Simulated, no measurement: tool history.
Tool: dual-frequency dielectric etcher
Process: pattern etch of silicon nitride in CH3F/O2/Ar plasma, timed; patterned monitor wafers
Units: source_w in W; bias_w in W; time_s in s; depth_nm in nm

run,hour,source_w,bias_w,time_s,depth_nm
1,0,540,62,59,45.553
2,4.8,520,62,59,44.66
3,11.4,500,62,59,43.719
4,18.3,590,62,59,47.923
5,26.5,560,62,59,46.639
6,29.5,560,62,59,46.597
7,37,540,62,59,45.763
8,41.2,520,62,59,44.879

Run 9 comes next. What will it give?
9,47.4,500,62,59,?

depth_nm: 43.877 nm
